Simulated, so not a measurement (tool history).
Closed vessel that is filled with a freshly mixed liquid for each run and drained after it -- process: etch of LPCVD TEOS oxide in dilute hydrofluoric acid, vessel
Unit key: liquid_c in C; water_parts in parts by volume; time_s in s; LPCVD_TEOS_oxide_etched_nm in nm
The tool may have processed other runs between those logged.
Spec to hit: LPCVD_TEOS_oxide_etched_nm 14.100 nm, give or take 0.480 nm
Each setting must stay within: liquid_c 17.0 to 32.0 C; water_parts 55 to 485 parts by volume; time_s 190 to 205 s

Run 1, hour 0.0: liquid_c 24.0 C, water_parts 270 parts by volume, time_s 190 s. Result: LPCVD_TEOS_oxide_etched_nm 18.119 nm.
Run 2, hour 5.4: liquid_c 22.0 C, water_parts 275 parts by volume, time_s 190 s. Result: LPCVD_TEOS_oxide_etched_nm 16.541 nm.
Run 3, hour 12.8: liquid_c 21.0 C, water_parts 275 parts by volume, time_s 190 s. Result: LPCVD_TEOS_oxide_etched_nm 15.904 nm.
Run 4, hour 15.5: liquid_c 24.5 C, water_parts 275 parts by volume, time_s 190 s. Result: LPCVD_TEOS_oxide_etched_nm 18.179 nm.
Run 5, hour 22.4: liquid_c 24.5 C, water_parts 275 parts by volume, time_s 190 s. Result: LPCVD_TEOS_oxide_etched_nm 17.997 nm.
Run 6, hour 26.8: liquid_c 24.5 C, water_parts 275 parts by volume, time_s 205 s. Result: LPCVD_TEOS_oxide_etched_nm 19.236 nm.
Run 7, hour 31.1: liquid_c 22.5 C, water_parts 285 parts by volume, time_s 205 s. Result: LPCVD_TEOS_oxide_etched_nm 17.404 nm.
Run 8, hour 36.2: liquid_c 21.0 C, water_parts 290 parts by volume, time_s 205 s. Result: LPCVD_TEOS_oxide_etched_nm 16.178 nm.
Run 9, hour 40.0: liquid_c 17.0 C, water_parts 295 parts by volume, time_s 205 s. Result: LPCVD_TEOS_oxide_etched_nm 13.388 nm.

Which single option among these 4 for the next run brings every result within its allowed miss of target? Just one does.
Run A, hour 43.8: liquid_c 17.5 C, water_parts 275 parts by volume, time_s 205 s. Result: LPCVD_TEOS_oxide_etched_nm ?.
Run B, hour 43.8: liquid_c 21.5 C, water_parts 285 parts by volume, time_s 190 s. Result: LPCVD_TEOS_oxide_etched_nm ?.
Run C, hour 43.8: liquid_c 19.0 C, water_parts 285 parts by volume, time_s 190 s. Result: LPCVD_TEOS_oxide_etched_nm ?.
Run D, hour 43.8: liquid_c 18.5 C, water_parts 275 parts by volume, time_s 205 s. Result: LPCVD_TEOS_oxide_etched_nm ?.

move  LPCVD_TEOS_oxide_etched_nm
   A                      15.245
   B                      15.675
   C                      14.301
   D                      15.834
A: moves the result that the last run missed by most past its target, out the other side
B: moves the result that the last run missed by most past its target, out the other side
C: each result inside its tolerance
D: moves the result that the last run missed by most past its target, out the other side
C is the move that brings every result within its allowed miss.
